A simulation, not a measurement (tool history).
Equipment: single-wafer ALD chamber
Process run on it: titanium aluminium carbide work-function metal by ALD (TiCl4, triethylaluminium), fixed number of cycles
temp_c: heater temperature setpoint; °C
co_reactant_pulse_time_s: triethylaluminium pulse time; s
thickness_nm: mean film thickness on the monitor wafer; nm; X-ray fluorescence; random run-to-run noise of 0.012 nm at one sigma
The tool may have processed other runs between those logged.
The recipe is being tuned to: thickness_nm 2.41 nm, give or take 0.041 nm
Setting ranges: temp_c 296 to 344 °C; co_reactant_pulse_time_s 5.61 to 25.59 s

run  hour  temp_c  co_reactant_pulse_time_s  thickness_nm
  1     0     320                      15.6        2.5777
  2   2.2     320                     17.28        2.5713
  3   6.9     316                     17.29        2.5492
  4  12.7     311                     16.96        2.4992
  5  16.3     316                     16.96        2.5321
  6  23.7     312                     16.87        2.5265
  7    29     312                     16.87        2.5202
  8  34.4     307                     16.69        2.4855

Exactly one of the 5 candidate moves below puts every result within its allowed miss. Which one?
  A  39.8     317                     25.44             ?
  B  39.8     310                     15.57             ?
  C  39.8     315                     13.56             ?
  D  39.8     304                     12.09             ?
  E  39.8     312                     16.49             ?

move  thickness_nm
   A        2.5587
   B        2.4799
   C        2.5147
   D        2.3923
   E        2.5024
A: its largest miss is bigger than the last run's
B: gains on the last run, yet a result remains outside its allowed miss
C: its largest miss is bigger than the last run's
D: hits every target within its allowed miss
E: its largest miss is bigger than the last run's
So the answer is move D, the one that meets all the targets.
